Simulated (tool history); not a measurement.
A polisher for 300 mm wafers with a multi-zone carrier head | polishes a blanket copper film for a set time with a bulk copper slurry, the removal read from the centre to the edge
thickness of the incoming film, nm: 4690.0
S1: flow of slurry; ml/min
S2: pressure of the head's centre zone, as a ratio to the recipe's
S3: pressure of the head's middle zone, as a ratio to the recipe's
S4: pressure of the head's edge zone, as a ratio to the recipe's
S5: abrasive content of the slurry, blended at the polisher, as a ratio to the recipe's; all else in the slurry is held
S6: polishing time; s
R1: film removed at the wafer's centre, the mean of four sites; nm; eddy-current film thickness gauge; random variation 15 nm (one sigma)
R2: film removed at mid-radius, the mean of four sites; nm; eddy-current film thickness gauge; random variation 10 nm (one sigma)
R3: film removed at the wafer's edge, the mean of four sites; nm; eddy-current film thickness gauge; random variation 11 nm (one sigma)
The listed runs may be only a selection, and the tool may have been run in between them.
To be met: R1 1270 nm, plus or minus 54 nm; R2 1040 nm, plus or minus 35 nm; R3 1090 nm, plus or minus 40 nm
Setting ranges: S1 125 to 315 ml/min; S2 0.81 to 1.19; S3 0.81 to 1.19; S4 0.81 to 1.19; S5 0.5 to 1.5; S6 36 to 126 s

{"run": 1, "day": 0.0, "S1": 205, "S2": 1, "S3": 1, "S4": 1, "S5": 1, "S6": 81, "R1": 946.07, "R2": 930.94, "R3": 927.26}
{"run": 2, "day": 0.188, "S1": 215, "S2": 1.05, "S3": 1, "S4": 1.03, "S5": 1.05, "S6": 81, "R1": 986.68, "R2": 956.29, "R3": 964.38}
{"run": 3, "day": 0.396, "S1": 215, "S2": 1.05, "S3": 1, "S4": 1.09, "S5": 1.05, "S6": 81, "R1": 991.21, "R2": 947.62, "R3": 988.2}
{"run": 4, "day": 0.696, "S1": 215, "S2": 1.05, "S3": 1, "S4": 1.09, "S5": 1.05, "S6": 88, "R1": 1091.6, "R2": 1028.3, "R3": 1086}
{"run": 5, "day": 0.825, "S1": 220, "S2": 1.09, "S3": 0.99, "S4": 1.07, "S5": 1.05, "S6": 88, "R1": 1137.4, "R2": 1026.2, "R3": 1078.4}
{"run": 6, "day": 1.146, "S1": 220, "S2": 1.09, "S3": 0.99, "S4": 1.07, "S5": 0.9, "S6": 88, "R1": 1100.3, "R2": 993, "R3": 1030.5}
{"run": 7, "day": 1.438, "S1": 230, "S2": 1.12, "S3": 0.99, "S4": 1.07, "S5": 0.9, "S6": 88, "R1": 1121.5, "R2": 1020, "R3": 1048.9}
{"run": 8, "day": 1.517, "S1": 230, "S2": 1.14, "S3": 0.98, "S4": 1.05, "S5": 0.95, "S6": 89, "R1": 1177.9, "R2": 1002.8, "R3": 1048.7}
{"run": 9, "day": 1.621, "S1": 235, "S2": 1.15, "S3": 0.98, "S4": 1.05, "S5": 0.95, "S6": 89, "R1": 1175.6, "R2": 1009.5, "R3": 1056.8}

5 candidate next runs follow, results not yet known. Just one meets every target within its allowed miss. Identify it.
{"run": "A", "day": 1.725, "S1": 205, "S2": 1.19, "S3": 0.88, "S4": 1.01, "S5": 1, "S6": 92, "R1": "?", "R2": "?", "R3": "?"}
{"run": "B", "day": 1.725, "S1": 215, "S2": 1.19, "S3": 1.01, "S4": 0.98, "S5": 1.05, "S6": 95, "R1": "?", "R2": "?", "R3": "?"}
{"run": "C", "day": 1.725, "S1": 175, "S2": 1.19, "S3": 0.9, "S4": 0.89, "S5": 0.55, "S6": 110, "R1": "?", "R2": "?", "R3": "?"}
{"run": "D", "day": 1.725, "S1": 265, "S2": 1.14, "S3": 0.92, "S4": 0.95, "S5": 0.9, "S6": 96, "R1": "?", "R2": "?", "R3": "?"}
{"run": "E", "day": 1.725, "S1": 215, "S2": 1.14, "S3": 0.98, "S4": 1.04, "S5": 0.95, "S6": 90, "R1": "?", "R2": "?", "R3": "?"}

move=A R1=1289.8 R2=953.01 R3=1061.8
move=B R1=1350.9 R2=1118.4 R3=1091.1
move=C R1=1392.4 R2=1050.5 R3=1087.1
move=D R1=1305.9 R2=1042.3 R3=1078.9
move=E R1=1206.6 R2=1017.2 R3=1048
A: the worst result of the last run now meets its target, but another is out of spec
B: the result that was furthest off in the last run now lies on the other side of its target
C: the result that was furthest off in the last run now lies on the other side of its target
D: all results land within tolerance of their targets
E: nearer the targets than the last run, but a result is still out of spec
Move D is the one to make.

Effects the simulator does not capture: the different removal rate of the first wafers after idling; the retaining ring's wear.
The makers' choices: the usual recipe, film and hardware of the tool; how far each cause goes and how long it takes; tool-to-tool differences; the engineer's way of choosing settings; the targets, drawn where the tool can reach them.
